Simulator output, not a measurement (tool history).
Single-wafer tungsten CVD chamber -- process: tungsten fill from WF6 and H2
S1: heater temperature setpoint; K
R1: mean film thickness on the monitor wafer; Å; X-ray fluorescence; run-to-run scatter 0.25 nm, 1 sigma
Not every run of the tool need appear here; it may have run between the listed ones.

Run 1, hour 0.0: S1 658.15 K, chamber pressure (Pa) 6039, deposition time (s) 24.3. Result: R1 632.72 Å.
Run 2, hour 8.4: S1 658.15 K, chamber pressure (Pa) 5640, deposition time (s) 24.3. Result: R1 614.43 Å.
Run 3, hour 11.5: S1 663.15 K, chamber pressure (Pa) 5706, deposition time (s) 24.3. Result: R1 688.60 Å.
Run 4, hour 13.1: S1 667.15 K, chamber pressure (Pa) 5733, deposition time (s) 24.3. Result: R1 754.45 Å.
Run 5, hour 13.9: S1 670.15 K, chamber pressure (Pa) 5746, deposition time (s) 24.3. Result: R1 806.99 Å.
Run 6, hour 14.9: S1 666.15 K, chamber pressure (Pa) 5746, deposition time (s) 24.3. Result: R1 741.64 Å.

Estimate the outcome of run 7 from the log above:
Run 7, hour 21.6: S1 669.15 K, chamber pressure (Pa) 5773, deposition time (s) 24.3. Result: R1 ?.

{"run 7": {"R1": 790.01}}
